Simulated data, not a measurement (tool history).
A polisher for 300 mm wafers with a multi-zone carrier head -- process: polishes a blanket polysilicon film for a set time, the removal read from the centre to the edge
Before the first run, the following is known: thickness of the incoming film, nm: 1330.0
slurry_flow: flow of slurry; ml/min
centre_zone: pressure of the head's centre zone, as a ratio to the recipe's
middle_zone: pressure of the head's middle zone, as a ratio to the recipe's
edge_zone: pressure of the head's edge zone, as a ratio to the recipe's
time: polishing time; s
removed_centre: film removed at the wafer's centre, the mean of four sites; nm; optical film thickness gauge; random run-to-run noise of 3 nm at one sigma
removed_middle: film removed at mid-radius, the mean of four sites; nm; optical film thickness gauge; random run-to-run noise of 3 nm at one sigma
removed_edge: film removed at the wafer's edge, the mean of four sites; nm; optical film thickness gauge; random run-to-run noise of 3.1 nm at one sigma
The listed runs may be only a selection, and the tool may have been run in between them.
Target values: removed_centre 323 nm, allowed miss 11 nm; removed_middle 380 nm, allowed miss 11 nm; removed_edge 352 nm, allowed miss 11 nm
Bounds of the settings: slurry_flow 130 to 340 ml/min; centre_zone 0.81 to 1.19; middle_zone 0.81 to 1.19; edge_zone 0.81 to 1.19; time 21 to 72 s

run 1 day=0 | slurry_flow=220 centre_zone=1 middle_zone=1 edge_zone=1 time=46 | removed_centre=361.75 removed_middle=375.09 removed_edge=380.46
run 2 day=0.279 | slurry_flow=220 centre_zone=1 middle_zone=0.96 edge_zone=1 time=46 | removed_centre=357.53 removed_middle=362.91 removed_edge=381.42
run 3 day=0.504 | slurry_flow=220 centre_zone=1 middle_zone=1.03 edge_zone=1 time=46 | removed_centre=363.12 removed_middle=385.86 removed_edge=369.88
run 4 day=0.696 | slurry_flow=210 centre_zone=0.98 middle_zone=1.03 edge_zone=0.99 time=46 | removed_centre=345.93 removed_middle=383.6 removed_edge=374.68
run 5 day=0.833 | slurry_flow=210 centre_zone=0.98 middle_zone=1.03 edge_zone=0.99 time=36 | removed_centre=272.75 removed_middle=301.75 removed_edge=290.38
run 6 day=1.05 | slurry_flow=220 centre_zone=0.98 middle_zone=1.05 edge_zone=1.02 time=37 | removed_centre=286.43 removed_middle=314.07 removed_edge=307.46
-- day=1.267 centre zone pressure recalibrated
run 7 day=1.267 | slurry_flow=220 centre_zone=0.98 middle_zone=1.05 edge_zone=1.02 time=37 | removed_centre=303.2 removed_middle=316.05 removed_edge=309.12
run 8 day=1.554 | slurry_flow=225 centre_zone=0.95 middle_zone=1.08 edge_zone=1.03 time=38 | removed_centre=305.86 removed_middle=329.14 removed_edge=318.49
run 9 day=1.771 | slurry_flow=220 centre_zone=0.93 middle_zone=1.1 edge_zone=1.03 time=39 | removed_centre=298.87 removed_middle=347.53 removed_edge=322.07
run 10 day=1.954 | slurry_flow=230 centre_zone=0.92 middle_zone=1.11 edge_zone=1.05 time=39 | removed_centre=302.22 removed_middle=344.03 removed_edge=333.29
run 11 day=2.283 | slurry_flow=235 centre_zone=0.91 middle_zone=1.13 edge_zone=1.05 time=39 | removed_centre=298.48 removed_middle=349.65 removed_edge=329.29
run 12 day=2.567 | slurry_flow=240 centre_zone=0.91 middle_zone=1.14 edge_zone=1.06 time=39 | removed_centre=296.46 removed_middle=356.91 removed_edge=328.92

Below are 4 possible settings for the next run. Only one of them brings all results inside the allowed miss of their targets. Which is it?
run A day=2.85 | slurry_flow=235 centre_zone=0.93 middle_zone=1.15 edge_zone=1.08 time=41 | removed_centre=? removed_middle=? removed_edge=?
run B day=2.85 | slurry_flow=245 centre_zone=0.81 middle_zone=1.15 edge_zone=1.04 time=36 | removed_centre=? removed_middle=? removed_edge=?
run C day=2.85 | slurry_flow=205 centre_zone=0.84 middle_zone=1.19 edge_zone=1.03 time=41 | removed_centre=? removed_middle=? removed_edge=?
run D day=2.85 | slurry_flow=250 centre_zone=1.04 middle_zone=1.04 edge_zone=0.96 time=38 | removed_centre=? removed_middle=? removed_edge=?

move=A removed_centre=321.36 removed_middle=377.58 removed_edge=345.23
move=B removed_centre=250.85 removed_middle=333.29 removed_edge=298.54
move=C removed_centre=288.28 removed_middle=381.96 removed_edge=332.96
move=D removed_centre=331.68 removed_middle=325.3 removed_edge=304.09
A: every result lands within tolerance
B: lands further from the targets than the last run did
C: lands further from the targets than the last run did
D: puts the biggest miss on target and leaves a different result outside tolerance
The move that meets every target is A.
